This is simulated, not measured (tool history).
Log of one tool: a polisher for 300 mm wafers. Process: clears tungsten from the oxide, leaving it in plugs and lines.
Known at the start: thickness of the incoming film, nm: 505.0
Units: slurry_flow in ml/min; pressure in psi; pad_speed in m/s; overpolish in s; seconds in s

run	hour	slurry_flow	pressure	pad_speed	slurry_solids	overpolish	seconds
1	0	255	4.7	1	1	21	67.703
2	4.5	255	5.5	1	1	21	56.499
3	9.3	255	6.1	1	1	21	53.803
4	12	255	6.1	0.82	1	21	64.147
5	17.3	255	5.7	0.82	1	21	68.644
6	18.9	255	5.7	0.92	1	21	59.82
7	27.6	255	4.8	0.86	1	21	77.745
8	36.3	255	3.5	0.78	1	21	115.39

The next listed run, before its measurement:
9	37.8	255	3.4	0.78	1	21	?

Run 9 gave seconds 118.05 s.
